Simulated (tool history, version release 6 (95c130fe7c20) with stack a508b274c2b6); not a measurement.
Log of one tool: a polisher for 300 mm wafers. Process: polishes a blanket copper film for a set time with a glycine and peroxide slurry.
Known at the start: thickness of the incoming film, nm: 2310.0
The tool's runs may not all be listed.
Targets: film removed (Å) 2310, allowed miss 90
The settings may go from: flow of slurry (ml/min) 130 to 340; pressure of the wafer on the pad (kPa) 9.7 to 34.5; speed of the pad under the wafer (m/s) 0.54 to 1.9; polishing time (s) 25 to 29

| run | hour | flow of slurry (ml/min) | pressure of the wafer on the pad (kPa) | speed of the pad under the wafer (m/s) | polishing time (s) | film removed (Å) |
|---|---|---|---|---|---|---|
| 1 | 0 | 220 | 22.1 | 1.22 | 29 | 1839.2 |
| 2 | 8.3 | 220 | 23.4 | 1.22 | 29 | 1910.1 |
| 3 | 14.9 | 220 | 24.8 | 1.22 | 29 | 1977.2 |
| 4 | 21.4 | 220 | 26.2 | 1.22 | 29 | 2024.6 |
| 5 | 27.4 | 220 | 26.9 | 1.22 | 29 | 2069.8 |
| 6 | 29.2 | 270 | 26.9 | 1.22 | 29 | 2176.3 |
| 7 | 34.9 | 275 | 27.6 | 1.22 | 29 | 2133.1 |
| 8 | 39.8 | 275 | 28.3 | 1.22 | 29 | 2171 |

Which of these 4 next moves meets every target?
| A | 44.7 | 240 | 26.9 | 1.16 | 28 | ? |
| B | 44.7 | 250 | 31.7 | 1.16 | 26 | ? |
| C | 44.7 | 300 | 32.4 | 1.16 | 25 | ? |
| D | 44.7 | 340 | 34.5 | 1.24 | 26 | ? |

| move | film removed (Å) |
|---|---|
| A | 1953.5 |
| B | 2018.3 |
| C | 2005.5 |
| D | 2323.3 |
A: further off than the last run
B: further off than the last run
C: further off than the last run
D: meets every target
Move D is the one to make.

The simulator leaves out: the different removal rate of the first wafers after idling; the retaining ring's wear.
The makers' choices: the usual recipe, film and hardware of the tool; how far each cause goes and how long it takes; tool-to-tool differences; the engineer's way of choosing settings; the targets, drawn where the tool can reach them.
